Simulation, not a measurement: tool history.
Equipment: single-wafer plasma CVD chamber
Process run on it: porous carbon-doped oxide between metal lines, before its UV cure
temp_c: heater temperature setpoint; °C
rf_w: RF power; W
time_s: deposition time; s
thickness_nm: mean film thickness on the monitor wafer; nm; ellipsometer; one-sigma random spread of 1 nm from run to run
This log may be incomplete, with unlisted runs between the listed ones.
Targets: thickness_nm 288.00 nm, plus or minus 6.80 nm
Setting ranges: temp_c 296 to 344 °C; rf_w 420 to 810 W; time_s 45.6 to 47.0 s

run	hour	temp_c	rf_w	time_s	thickness_nm
1	0.0	320	615	45.6	237.34
2	0.7	318	625	45.7	240.70
3	2.3	317	640	45.8	248.26
4	3.1	308	640	45.8	256.28
5	7.8	308	640	47.0	264.83
6	8.3	308	640	45.6	257.44
7	12.9	307	645	45.6	260.48
8	20.6	306	650	45.6	261.10
9	22.5	305	655	45.6	265.77
10	29.8	304	660	45.6	267.90
11	36.5	303	665	45.6	271.43
12	39.2	303	665	45.6	269.79
13	48.1	303	670	45.6	271.63

Of the 4 settings listed for the next run, only one would bring every result within its allowed miss of target. Which one?
A	57.0	304	610	45.6	?
B	57.0	302	715	45.6	?
C	57.0	305	765	47.0	?
D	57.0	297	595	47.0	?

move	thickness_nm
A	251.85
B	286.74
C	305.97
D	263.34
A: moves away from the targets compared with the last run
B: hits every target within its allowed miss
C: carries the result that was furthest off beyond its target, to the other side
D: moves away from the targets compared with the last run
The move that meets every target is B.
